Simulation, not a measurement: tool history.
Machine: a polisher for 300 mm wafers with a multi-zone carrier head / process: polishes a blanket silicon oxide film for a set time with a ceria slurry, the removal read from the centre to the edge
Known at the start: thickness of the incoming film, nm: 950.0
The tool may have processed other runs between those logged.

run,hour,flow of slurry (ml/min),pressure of the head's centre zone,pressure of the head's middle zone,pressure of the head's edge zone,polishing time (s),film removed at the wafer's centre (nm),film removed at mid-radius (nm),film removed at the wafer's edge (nm)
1,0.0,130,1.00,1.00,1.00,56,258.32,261.47,253.02
2,2.4,140,1.00,1.03,1.02,58,271.06,277.53,275.60
3,3.2,145,1.00,1.06,1.00,61,285.84,297.39,281.29
4,9.5,145,1.00,1.06,1.00,51,238.19,256.74,238.85
5,17.7,155,1.00,1.09,1.00,55,259.37,281.63,262.34
6,26.2,155,1.00,1.09,1.07,55,269.38,278.72,263.10
7,35.0,160,1.00,1.11,1.05,58,279.73,305.38,279.46
8,38.3,165,1.00,1.12,1.05,60,282.97,313.62,293.82
9,46.4,165,1.02,1.13,1.03,62,309.68,328.03,298.04
10,52.5,170,1.01,1.14,1.02,64,320.00,339.88,311.24

The next listed run, before its measurement:
11,57.5,175,0.95,1.19,0.94,74,?,?,?

For run 11 the tool returned film removed at the wafer's centre (nm) 345.00, film removed at mid-radius (nm) 417.33, film removed at the wafer's edge (nm) 339.48.
